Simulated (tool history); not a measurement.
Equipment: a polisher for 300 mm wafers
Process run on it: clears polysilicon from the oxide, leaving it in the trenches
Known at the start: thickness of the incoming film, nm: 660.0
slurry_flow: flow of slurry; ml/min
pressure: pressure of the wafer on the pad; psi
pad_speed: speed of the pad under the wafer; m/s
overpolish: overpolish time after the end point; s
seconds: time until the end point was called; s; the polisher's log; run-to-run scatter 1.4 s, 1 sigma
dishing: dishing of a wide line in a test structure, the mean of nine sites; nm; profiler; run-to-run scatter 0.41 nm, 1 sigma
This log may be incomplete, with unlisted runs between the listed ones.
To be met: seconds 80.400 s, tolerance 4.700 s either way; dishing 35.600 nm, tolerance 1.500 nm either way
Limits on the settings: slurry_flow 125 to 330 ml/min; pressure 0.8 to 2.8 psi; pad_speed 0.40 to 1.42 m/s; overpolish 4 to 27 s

run 1 day=0.000 | slurry_flow=210 pressure=1.8 pad_speed=0.90 overpolish=14 | seconds=67.252 dishing=43.500
run 2 day=0.096 | slurry_flow=210 pressure=1.8 pad_speed=0.90 overpolish=13 | seconds=66.436 dishing=42.788
run 3 day=0.342 | slurry_flow=260 pressure=1.8 pad_speed=0.90 overpolish=13 | seconds=63.900 dishing=42.556
run 4 day=0.679 | slurry_flow=260 pressure=1.7 pad_speed=0.90 overpolish=12 | seconds=65.030 dishing=41.318
run 5 day=0.767 | slurry_flow=260 pressure=1.6 pad_speed=0.90 overpolish=11 | seconds=69.943 dishing=39.802
run 6 day=0.821 | slurry_flow=260 pressure=1.6 pad_speed=0.90 overpolish=13 | seconds=71.350 dishing=41.332
run 7 day=1.196 | slurry_flow=260 pressure=1.6 pad_speed=0.90 overpolish=12 | seconds=73.704 dishing=41.577
run 8 day=1.562 | slurry_flow=265 pressure=1.6 pad_speed=0.88 overpolish=11 | seconds=72.700 dishing=40.247
run 9 day=1.583 | slurry_flow=265 pressure=1.6 pad_speed=0.88 overpolish=10 | seconds=71.817 dishing=38.731
run 10 day=1.904 | slurry_flow=265 pressure=1.4 pad_speed=0.86 overpolish=6 | seconds=84.373 dishing=28.157
run 11 day=2.142 | slurry_flow=270 pressure=1.4 pad_speed=0.86 overpolish=6 | seconds=83.017 dishing=28.568
run 12 day=2.254 | slurry_flow=270 pressure=1.4 pad_speed=0.86 overpolish=7 | seconds=82.861 dishing=30.487
run 13 day=2.483 | slurry_flow=270 pressure=1.5 pad_speed=0.86 overpolish=13 | seconds=77.532 dishing=40.463
run 14 day=2.575 | slurry_flow=265 pressure=1.5 pad_speed=0.86 overpolish=13 | seconds=77.879 dishing=40.813
run 15 day=2.738 | slurry_flow=260 pressure=1.5 pad_speed=0.86 overpolish=13 | seconds=79.955 dishing=40.922
run 16 day=2.812 | slurry_flow=255 pressure=1.5 pad_speed=0.86 overpolish=13 | seconds=79.254 dishing=40.790
run 17 day=3.188 | slurry_flow=245 pressure=1.5 pad_speed=0.86 overpolish=11 | seconds=79.845 dishing=39.031
run 18 day=3.367 | slurry_flow=250 pressure=1.5 pad_speed=0.86 overpolish=11 | seconds=78.367 dishing=38.646
run 19 day=3.575 | slurry_flow=250 pressure=1.5 pad_speed=0.86 overpolish=11 | seconds=80.670 dishing=38.663
run 20 day=3.808 | slurry_flow=260 pressure=1.5 pad_speed=0.86 overpolish=10 | seconds=81.103 dishing=37.353

Exercise: of the 4 proposed moves below, exactly one satisfies all targets within the stated allowed misses. Which move is it?
run A day=4.042 | slurry_flow=235 pressure=1.6 pad_speed=0.82 overpolish=9 | seconds=? dishing=?
run B day=4.042 | slurry_flow=240 pressure=1.6 pad_speed=0.78 overpolish=12 | seconds=? dishing=?
run C day=4.042 | slurry_flow=255 pressure=1.3 pad_speed=0.88 overpolish=12 | seconds=? dishing=?
run D day=4.042 | slurry_flow=250 pressure=1.4 pad_speed=0.86 overpolish=12 | seconds=? dishing=?

move=A seconds=78.241 dishing=36.292
move=B seconds=81.907 dishing=39.801
move=C seconds=86.007 dishing=39.142
move=D seconds=82.935 dishing=39.635
A: all results in spec
B: misses by more than the last run did
C: misses by more than the last run did
D: misses by more than the last run did
So the answer is move A, the one that meets all the targets.

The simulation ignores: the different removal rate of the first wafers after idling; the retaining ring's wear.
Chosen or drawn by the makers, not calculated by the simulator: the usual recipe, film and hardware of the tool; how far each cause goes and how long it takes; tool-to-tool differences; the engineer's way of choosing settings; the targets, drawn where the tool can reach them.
